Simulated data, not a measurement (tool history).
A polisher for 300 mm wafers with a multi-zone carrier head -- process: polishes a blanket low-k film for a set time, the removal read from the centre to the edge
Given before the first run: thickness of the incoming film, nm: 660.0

run  hour  flow of slurry (ml/min)  pressure of the head's centre zone  pressure of the head's middle zone  pressure of the head's edge zone  abrasive content of the slurry  polishing time (s)  film removed at the wafer's centre (angstrom)  film removed at mid-radius (angstrom)  film removed at the wafer's edge (angstrom)
  1     0                      320                                   1                                   1                                 1                               1                  76                                         248.58                                  249.2                                       258.23
  2   0.8                      330                                1.03                                1.03                                 1                               1                  76                                         252.77                                  260.5                                       250.55
  3   4.1                      290                                1.03                                1.03                                 1                               1                  76                                         253.64                                 254.39                                        251.3
  4  10.4                      290                                1.03                                1.03                                 1                               1                  59                                         194.95                                  199.7                                       192.66
  5  17.6                      300                                1.05                                1.04                              1.03                            1.15                  60                                         217.87                                 222.75                                       225.08
  6  20.3                      245                                1.05                                1.04                              1.03                            1.15                  60                                         215.66                                  217.7                                       217.59
  7    24                      255                                1.08                                1.07                              1.03                            1.25                  60                                         232.85                                 236.69                                       229.01
  8  28.8                      320                                1.18                                1.17                              1.13                             1.5                  61                                         278.38                                 285.05                                       265.16
  9  37.3                      325                                1.18                                1.17                              1.13                             1.5                  62                                         282.22                                 290.99                                       278.25

Expected results for the next run?
 10  38.6                      325                                1.18                                1.17                              1.13                             1.5                  62                                              ?                                      ?                                            ?

{"run 10": {"film removed at the wafer's centre (angstrom)": 287.11, "film removed at mid-radius (angstrom)": 285.43, "film removed at the wafer's edge (angstrom)": 276.52}}
